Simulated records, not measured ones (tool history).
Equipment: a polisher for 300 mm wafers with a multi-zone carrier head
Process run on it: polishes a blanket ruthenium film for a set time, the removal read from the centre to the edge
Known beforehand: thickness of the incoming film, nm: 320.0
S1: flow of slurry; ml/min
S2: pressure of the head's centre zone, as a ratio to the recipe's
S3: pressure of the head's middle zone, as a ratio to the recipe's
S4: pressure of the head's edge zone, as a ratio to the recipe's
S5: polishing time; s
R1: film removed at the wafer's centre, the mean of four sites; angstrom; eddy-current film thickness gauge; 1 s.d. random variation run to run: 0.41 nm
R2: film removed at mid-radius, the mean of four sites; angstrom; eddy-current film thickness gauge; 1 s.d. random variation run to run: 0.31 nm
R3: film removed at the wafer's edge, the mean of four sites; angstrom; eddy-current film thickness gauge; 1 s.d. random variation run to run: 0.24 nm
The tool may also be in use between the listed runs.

{"run": 1, "hour": 0.0, "S1": 220, "S2": 1, "S3": 1, "S4": 1, "S5": 67, "R1": 568.56, "R2": 565.37, "R3": 572.49}
{"run": 2, "hour": 4.0, "S1": 215, "S2": 0.98, "S3": 1.01, "S4": 0.96, "S5": 57, "R1": 465.96, "R2": 487.17, "R3": 481.14}
{"run": 3, "hour": 4.8, "S1": 215, "S2": 0.98, "S3": 1.02, "S4": 0.92, "S5": 50, "R1": 410.42, "R2": 429.58, "R3": 412.78}
{"run": 4, "hour": 13.7, "S1": 215, "S2": 0.98, "S3": 1.02, "S4": 0.87, "S5": 50, "R1": 414.99, "R2": 438.32, "R3": 407.87}
{"run": 5, "hour": 14.8, "S1": 210, "S2": 0.97, "S3": 1.03, "S4": 0.86, "S5": 45, "R1": 366.66, "R2": 391.04, "R3": 360.14}
{"run": 6, "hour": 15.4, "S1": 210, "S2": 0.97, "S3": 1.03, "S4": 0.83, "S5": 45, "R1": 368.48, "R2": 395.04, "R3": 356.31}
{"run": 7, "hour": 22.7, "S1": 200, "S2": 0.96, "S3": 1.03, "S4": 0.82, "S5": 43, "R1": 343.23, "R2": 368.3, "R3": 337.7}
{"run": 8, "hour": 25.7, "S1": 185, "S2": 0.96, "S3": 1.05, "S4": 0.82, "S5": 42, "R1": 338.98, "R2": 364.72, "R3": 326.99}
{"run": 9, "hour": 27.1, "S1": 175, "S2": 0.95, "S3": 1.05, "S4": 0.82, "S5": 42, "R1": 326.91, "R2": 361.57, "R3": 326.29}
{"run": 10, "hour": 28.8, "S1": 170, "S2": 0.95, "S3": 1.05, "S4": 0.82, "S5": 41, "R1": 317.98, "R2": 354.23, "R3": 310.92}
{"run": 11, "hour": 34.6, "S1": 165, "S2": 0.95, "S3": 1.04, "S4": 0.82, "S5": 41, "R1": 320.41, "R2": 354.24, "R3": 317.21}
{"run": 12, "hour": 42.8, "S1": 160, "S2": 0.95, "S3": 1.04, "S4": 0.82, "S5": 41, "R1": 310.74, "R2": 346.73, "R3": 312.65}

What does the tool deliver on the next run?
{"run": 13, "hour": 44.9, "S1": 155, "S2": 0.95, "S3": 1.04, "S4": 0.82, "S5": 41, "R1": "?", "R2": "?", "R3": "?"}

R1: 311.53 angstrom
R2: 339.9 angstrom
R3: 315.63 angstrom
